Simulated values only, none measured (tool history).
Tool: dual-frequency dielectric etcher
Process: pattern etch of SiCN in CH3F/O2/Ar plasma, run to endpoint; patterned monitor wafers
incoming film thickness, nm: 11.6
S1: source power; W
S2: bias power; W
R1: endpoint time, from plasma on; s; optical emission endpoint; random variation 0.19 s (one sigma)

run	hour	S1	S2	R1
1	0.0	490	103	26.050
2	8.5	470	101	26.952
3	10.4	420	101	27.696
4	13.7	410	99	28.211
5	19.5	400	98	28.069
6	22.9	460	98	27.455
7	25.7	450	96	27.485
8	29.4	430	94	27.820
9	33.6	410	91	28.505

Run 10 comes next. What will it give?
10	35.5	410	91	?

Run 10 gave R1 28.562 s.
